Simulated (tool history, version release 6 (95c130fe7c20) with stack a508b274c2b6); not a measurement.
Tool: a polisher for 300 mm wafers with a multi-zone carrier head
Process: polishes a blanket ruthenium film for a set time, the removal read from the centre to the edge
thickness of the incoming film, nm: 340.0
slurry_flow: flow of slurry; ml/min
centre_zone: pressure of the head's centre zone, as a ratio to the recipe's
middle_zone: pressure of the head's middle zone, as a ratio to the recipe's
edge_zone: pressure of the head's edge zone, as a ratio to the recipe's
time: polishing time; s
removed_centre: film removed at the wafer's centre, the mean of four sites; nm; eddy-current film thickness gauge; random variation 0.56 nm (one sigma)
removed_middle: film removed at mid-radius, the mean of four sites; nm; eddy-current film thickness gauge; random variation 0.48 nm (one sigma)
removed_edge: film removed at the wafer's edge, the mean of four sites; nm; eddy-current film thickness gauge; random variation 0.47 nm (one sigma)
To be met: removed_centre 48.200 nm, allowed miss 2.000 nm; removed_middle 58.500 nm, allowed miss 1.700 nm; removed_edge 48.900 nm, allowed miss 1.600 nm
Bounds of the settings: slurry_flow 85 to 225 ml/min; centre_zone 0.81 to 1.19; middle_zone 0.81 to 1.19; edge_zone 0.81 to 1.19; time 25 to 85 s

| run | hour | slurry_flow | centre_zone | middle_zone | edge_zone | time | removed_centre | removed_middle | removed_edge |
|---|---|---|---|---|---|---|---|---|---|
| 1 | 0.0 | 145 | 1.00 | 1.00 | 1.00 | 55 | 55.923 | 56.172 | 55.406 |
| 2 | 2.2 | 145 | 1.00 | 1.00 | 1.00 | 46 | 47.623 | 46.524 | 45.490 |
| 3 | 5.4 | 145 | 1.00 | 1.00 | 1.00 | 56 | 57.703 | 58.200 | 56.164 |
| 4 | 13.8 | 140 | 0.98 | 1.02 | 0.97 | 56 | 55.335 | 57.651 | 55.116 |
| 5 | 22.1 | 140 | 1.02 | 1.02 | 0.97 | 56 | 58.308 | 58.251 | 54.949 |
| 6 | 25.6 | 135 | 1.00 | 1.04 | 0.95 | 56 | 56.822 | 58.328 | 53.880 |
| 7 | 33.6 | 130 | 0.98 | 1.06 | 0.94 | 56 | 55.306 | 58.900 | 53.515 |
| 8 | 38.7 | 125 | 0.96 | 1.08 | 0.92 | 56 | 53.611 | 59.133 | 53.329 |
| 9 | 41.4 | 105 | 0.92 | 1.17 | 0.82 | 53 | 45.113 | 58.359 | 46.412 |
| 10 | 42.2 | 110 | 0.92 | 1.16 | 0.83 | 53 | 47.223 | 58.706 | 46.859 |

Which of these 5 next moves meets every target?
| A | 43.0 | 85 | 0.96 | 1.17 | 0.84 | 57 | ? | ? | ? |
| B | 43.0 | 150 | 0.92 | 1.16 | 0.81 | 48 | ? | ? | ? |
| C | 43.0 | 130 | 0.90 | 1.17 | 0.81 | 51 | ? | ? | ? |
| D | 43.0 | 95 | 0.96 | 1.18 | 0.81 | 52 | ? | ? | ? |
| E | 43.0 | 135 | 0.92 | 1.19 | 0.82 | 50 | ? | ? | ? |

| move | removed_centre | removed_middle | removed_edge |
|---|---|---|---|
| A | 48.277 | 58.942 | 49.497 |
| B | 45.563 | 56.478 | 45.196 |
| C | 45.858 | 58.780 | 47.060 |
| D | 45.732 | 55.946 | 45.536 |
| E | 46.383 | 58.929 | 46.580 |
A: meets every target
B: further off than the last run
C: nearer than the last run, and not there yet
D: further off than the last run
E: further off than the last run
Move A is the one to make.
